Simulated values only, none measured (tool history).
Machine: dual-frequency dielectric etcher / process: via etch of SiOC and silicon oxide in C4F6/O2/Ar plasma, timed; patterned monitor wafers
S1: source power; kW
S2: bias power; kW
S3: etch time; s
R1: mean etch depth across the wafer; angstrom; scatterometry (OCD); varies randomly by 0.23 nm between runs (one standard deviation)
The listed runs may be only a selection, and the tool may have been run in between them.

run  hour     S1     S2    S3      R1
  1   0.0  0.330  0.138  58.5  558.16
  2   8.5  0.330  0.155  58.5  571.82
  3  15.3  0.330  0.155  61.5  605.90
  4  23.1  0.360  0.155  61.5  620.11
  5  28.9  0.330  0.142  61.0  581.81
  6  33.4  0.310  0.134  60.5  556.43

Run 7 is up next; what results do you expect?
  7  34.0  0.300  0.128  60.0   ?

R1: 531.76 angstrom
